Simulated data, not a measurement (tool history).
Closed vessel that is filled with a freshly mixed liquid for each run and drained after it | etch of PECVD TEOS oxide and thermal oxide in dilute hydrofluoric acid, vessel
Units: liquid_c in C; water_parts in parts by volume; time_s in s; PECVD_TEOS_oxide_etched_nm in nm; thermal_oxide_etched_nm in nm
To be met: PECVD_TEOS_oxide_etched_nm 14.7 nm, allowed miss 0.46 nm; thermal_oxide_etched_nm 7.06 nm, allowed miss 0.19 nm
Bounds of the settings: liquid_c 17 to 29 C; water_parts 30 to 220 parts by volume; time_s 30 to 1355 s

{"run": 1, "hour": 0.0, "liquid_c": 21, "water_parts": 125, "time_s": 690, "PECVD_TEOS_oxide_etched_nm": 53.117, "thermal_oxide_etched_nm": 25.572}
{"run": 2, "hour": 9.4, "liquid_c": 21, "water_parts": 145, "time_s": 690, "PECVD_TEOS_oxide_etched_nm": 45.04, "thermal_oxide_etched_nm": 21.581}
{"run": 3, "hour": 13.7, "liquid_c": 20, "water_parts": 165, "time_s": 635, "PECVD_TEOS_oxide_etched_nm": 34.061, "thermal_oxide_etched_nm": 16.358}
{"run": 4, "hour": 20.8, "liquid_c": 19.5, "water_parts": 180, "time_s": 585, "PECVD_TEOS_oxide_etched_nm": 27.847, "thermal_oxide_etched_nm": 13.529}
{"run": 5, "hour": 23.3, "liquid_c": 19.5, "water_parts": 180, "time_s": 825, "PECVD_TEOS_oxide_etched_nm": 39.555, "thermal_oxide_etched_nm": 19.215}
{"run": 6, "hour": 30.3, "liquid_c": 19.5, "water_parts": 210, "time_s": 825, "PECVD_TEOS_oxide_etched_nm": 32.814, "thermal_oxide_etched_nm": 15.832}
{"run": 7, "hour": 35.3, "liquid_c": 19, "water_parts": 215, "time_s": 720, "PECVD_TEOS_oxide_etched_nm": 26.901, "thermal_oxide_etched_nm": 13.1}
{"run": 8, "hour": 40.3, "liquid_c": 18.5, "water_parts": 215, "time_s": 630, "PECVD_TEOS_oxide_etched_nm": 23.569, "thermal_oxide_etched_nm": 11.217}
{"run": 9, "hour": 41.4, "liquid_c": 18.5, "water_parts": 215, "time_s": 630, "PECVD_TEOS_oxide_etched_nm": 23.933, "thermal_oxide_etched_nm": 11.282}
{"run": 10, "hour": 44.6, "liquid_c": 19, "water_parts": 215, "time_s": 545, "PECVD_TEOS_oxide_etched_nm": 20.594, "thermal_oxide_etched_nm": 9.9073}
{"run": 11, "hour": 46.0, "liquid_c": 18.5, "water_parts": 215, "time_s": 500, "PECVD_TEOS_oxide_etched_nm": 18.991, "thermal_oxide_etched_nm": 9.0465}
{"run": 12, "hour": 48.0, "liquid_c": 18.5, "water_parts": 215, "time_s": 470, "PECVD_TEOS_oxide_etched_nm": 17.218, "thermal_oxide_etched_nm": 8.4944}

Which of these 5 next moves meets every target?
{"run": "A", "hour": 50.0, "liquid_c": 17, "water_parts": 220, "time_s": 405, "PECVD_TEOS_oxide_etched_nm": "?", "thermal_oxide_etched_nm": "?"}
{"run": "B", "hour": 50.0, "liquid_c": 19, "water_parts": 200, "time_s": 355, "PECVD_TEOS_oxide_etched_nm": "?", "thermal_oxide_etched_nm": "?"}
{"run": "C", "hour": 50.0, "liquid_c": 21.5, "water_parts": 180, "time_s": 260, "PECVD_TEOS_oxide_etched_nm": "?", "thermal_oxide_etched_nm": "?"}
{"run": "D", "hour": 50.0, "liquid_c": 17.5, "water_parts": 220, "time_s": 395, "PECVD_TEOS_oxide_etched_nm": "?", "thermal_oxide_etched_nm": "?"}
{"run": "E", "hour": 50.0, "liquid_c": 22.5, "water_parts": 220, "time_s": 330, "PECVD_TEOS_oxide_etched_nm": "?", "thermal_oxide_etched_nm": "?"}

move=A PECVD_TEOS_oxide_etched_nm=13.816 thermal_oxide_etched_nm=6.6254
move=B PECVD_TEOS_oxide_etched_nm=14.672 thermal_oxide_etched_nm=7.0359
move=C PECVD_TEOS_oxide_etched_nm=13.413 thermal_oxide_etched_nm=6.4326
move=D PECVD_TEOS_oxide_etched_nm=13.745 thermal_oxide_etched_nm=6.5915
move=E PECVD_TEOS_oxide_etched_nm=13.927 thermal_oxide_etched_nm=6.6787
A: takes the result that was furthest off past its target
B: meets every target
C: takes the result that was furthest off past its target
D: takes the result that was furthest off past its target
E: takes the result that was furthest off past its target
The right move is B.
